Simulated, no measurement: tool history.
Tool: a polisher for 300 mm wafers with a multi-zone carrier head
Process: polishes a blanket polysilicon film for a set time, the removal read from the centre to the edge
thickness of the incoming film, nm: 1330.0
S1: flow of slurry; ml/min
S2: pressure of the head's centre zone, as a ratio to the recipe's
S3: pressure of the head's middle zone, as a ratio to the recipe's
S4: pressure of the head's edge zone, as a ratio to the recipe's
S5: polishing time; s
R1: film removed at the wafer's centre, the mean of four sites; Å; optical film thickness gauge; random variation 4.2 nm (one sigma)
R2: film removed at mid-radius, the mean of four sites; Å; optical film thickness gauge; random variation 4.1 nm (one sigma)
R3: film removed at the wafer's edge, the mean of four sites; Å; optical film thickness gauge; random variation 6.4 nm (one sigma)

run 1 hour=0 | S1=275 S2=1 S3=1 S4=1 S5=46 | R1=4953 R2=5077.9 R3=4949.7
run 2 hour=4.8 | S1=280 S2=1.02 S3=1 S4=1.01 S5=46 | R1=5042.2 R2=5117.5 R3=5006.6
run 3 hour=12.5 | S1=280 S2=0.95 S3=1 S4=1.01 S5=46 | R1=4706.3 R2=5107.9 R3=4844.6
run 4 hour=20.5 | S1=290 S2=0.97 S3=1 S4=1.01 S5=46 | R1=4818.5 R2=5051 R3=4992.7
run 5 hour=27 | S1=290 S2=0.89 S3=1 S4=1.01 S5=46 | R1=4439.2 R2=5110.8 R3=5021.1
run 6 hour=27.9 | S1=300 S2=0.92 S3=1 S4=1.02 S5=46 | R1=4524.3 R2=5119.9 R3=5063.3
run 7 hour=28.9 | S1=305 S2=0.95 S3=1 S4=1.02 S5=46 | R1=4725.7 R2=5085.2 R3=5065.8
run 8 hour=33.2 | S1=310 S2=0.97 S3=1.01 S4=1.02 S5=46 | R1=4850.3 R2=5205.8 R3=5097.7
run 9 hour=33.9 | S1=315 S2=0.99 S3=1.01 S4=1.02 S5=46 | R1=4940 R2=5148.7 R3=5071.8

Run 10 comes next. What will it give?
run 10 hour=40 | S1=360 S2=1.09 S3=1.09 S4=1.11 S5=48 | R1=? R2=? R3=?

R1: 5738.6 Å
R2: 5828.8 Å
R3: 5503.1 Å

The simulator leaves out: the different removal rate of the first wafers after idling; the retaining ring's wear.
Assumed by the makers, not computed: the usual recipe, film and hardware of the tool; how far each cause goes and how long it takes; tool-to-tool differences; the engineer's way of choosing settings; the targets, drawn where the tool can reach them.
